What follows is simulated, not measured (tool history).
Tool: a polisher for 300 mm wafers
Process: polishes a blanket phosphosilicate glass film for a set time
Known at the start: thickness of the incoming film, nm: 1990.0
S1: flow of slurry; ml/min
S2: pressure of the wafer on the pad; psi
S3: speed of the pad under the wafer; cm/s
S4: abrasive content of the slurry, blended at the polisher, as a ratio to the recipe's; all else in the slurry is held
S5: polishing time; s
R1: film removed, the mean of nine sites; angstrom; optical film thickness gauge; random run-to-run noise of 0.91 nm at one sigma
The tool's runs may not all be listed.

{"run": 1, "day": 0.0, "S1": 150, "S2": 2.4, "S3": 92, "S4": 1, "S5": 38, "R1": 2580.3}
{"run": 2, "day": 0.204, "S1": 175, "S2": 2.4, "S3": 92, "S4": 1, "S5": 38, "R1": 2623}
{"run": 3, "day": 0.504, "S1": 175, "S2": 2.4, "S3": 92, "S4": 1.1, "S5": 38, "R1": 2784.7}
{"run": 4, "day": 0.646, "S1": 175, "S2": 2, "S3": 76, "S4": 1, "S5": 37, "R1": 1885.4}
{"day": 0.783, "done": "head pressure recalibrated"}
{"run": 5, "day": 0.783, "S1": 205, "S2": 2, "S3": 76, "S4": 1, "S5": 37, "R1": 1742.9}
{"run": 6, "day": 0.829, "S1": 210, "S2": 1.7, "S3": 66, "S4": 1, "S5": 37, "R1": 1403.2}
{"run": 7, "day": 0.908, "S1": 195, "S2": 1.1, "S3": 42, "S4": 0.9, "S5": 37, "R1": 682.66}

Estimate the outcome of run 8 from the log above:
{"run": 8, "day": 0.954, "S1": 195, "S2": 1.2, "S3": 42, "S4": 0.9, "S5": 37, "R1": "?"}

{"run 8": {"R1": 711.24}}

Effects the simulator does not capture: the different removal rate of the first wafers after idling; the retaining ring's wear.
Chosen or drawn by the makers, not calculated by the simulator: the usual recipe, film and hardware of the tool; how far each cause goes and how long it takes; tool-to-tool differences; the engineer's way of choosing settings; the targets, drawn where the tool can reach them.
